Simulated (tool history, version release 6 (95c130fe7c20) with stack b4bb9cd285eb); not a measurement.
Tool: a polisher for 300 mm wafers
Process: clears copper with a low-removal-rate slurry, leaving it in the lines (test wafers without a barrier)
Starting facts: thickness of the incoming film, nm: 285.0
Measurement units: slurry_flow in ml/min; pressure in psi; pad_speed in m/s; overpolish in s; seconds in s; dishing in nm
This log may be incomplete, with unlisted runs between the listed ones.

{"run": 1, "hour": 0.0, "slurry_flow": 175, "pressure": 3.2, "pad_speed": 1.22, "slurry_solids": 1, "overpolish": 9, "seconds": 61.525, "dishing": 27.274}
{"run": 2, "hour": 3.5, "slurry_flow": 175, "pressure": 3.2, "pad_speed": 1.22, "slurry_solids": 0.85, "overpolish": 9, "seconds": 62.455, "dishing": 26.098}
{"run": 3, "hour": 12.5, "slurry_flow": 175, "pressure": 3.2, "pad_speed": 1.22, "slurry_solids": 1.05, "overpolish": 9, "seconds": 60.81, "dishing": 26.538}
{"run": 4, "hour": 15.2, "slurry_flow": 175, "pressure": 3.2, "pad_speed": 1.22, "slurry_solids": 0.95, "overpolish": 9, "seconds": 62.773, "dishing": 26.428}
{"run": 5, "hour": 18.1, "slurry_flow": 175, "pressure": 3.2, "pad_speed": 1.22, "slurry_solids": 1.1, "overpolish": 9, "seconds": 60.412, "dishing": 27.913}
{"run": 6, "hour": 21.5, "slurry_flow": 175, "pressure": 3.3, "pad_speed": 1.22, "slurry_solids": 1.15, "overpolish": 10, "seconds": 58.321, "dishing": 31.165}
{"run": 7, "hour": 26.4, "slurry_flow": 175, "pressure": 3.4, "pad_speed": 1.22, "slurry_solids": 1.15, "overpolish": 11, "seconds": 56.226, "dishing": 34.003}

Estimate the outcome of run 8 from the log above:
{"run": 8, "hour": 27.8, "slurry_flow": 175, "pressure": 3.5, "pad_speed": 1.22, "slurry_solids": 1.15, "overpolish": 11, "seconds": "?", "dishing": "?"}

{"run 8": {"seconds": 54.68, "dishing": 34.087}}

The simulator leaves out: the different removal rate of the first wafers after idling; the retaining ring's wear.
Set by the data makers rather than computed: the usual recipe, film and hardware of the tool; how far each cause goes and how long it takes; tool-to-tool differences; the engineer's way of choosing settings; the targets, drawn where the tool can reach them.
